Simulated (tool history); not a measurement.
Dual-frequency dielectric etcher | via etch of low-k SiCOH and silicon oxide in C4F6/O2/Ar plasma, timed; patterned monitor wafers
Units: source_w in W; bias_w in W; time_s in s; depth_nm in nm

{"run": 1, "day": 0.0, "source_w": 320, "bias_w": 235, "time_s": 38.5, "depth_nm": 110.9}
{"run": 2, "day": 0.1, "source_w": 280, "bias_w": 235, "time_s": 38.5, "depth_nm": 106.07}
{"run": 3, "day": 0.275, "source_w": 270, "bias_w": 231, "time_s": 38.5, "depth_nm": 104.19}
{"run": 4, "day": 0.546, "source_w": 270, "bias_w": 265, "time_s": 38.5, "depth_nm": 108.39}
{"run": 5, "day": 0.746, "source_w": 260, "bias_w": 259, "time_s": 38.5, "depth_nm": 106.98}
{"run": 6, "day": 0.858, "source_w": 260, "bias_w": 259, "time_s": 35.5, "depth_nm": 97.994}
{"run": 7, "day": 1.054, "source_w": 250, "bias_w": 258, "time_s": 35.5, "depth_nm": 95.768}

Run 8 comes next. What will it give?
{"run": 8, "day": 1.4, "source_w": 230, "bias_w": 256, "time_s": 35.5, "depth_nm": "?"}

depth_nm: 92.996 nm
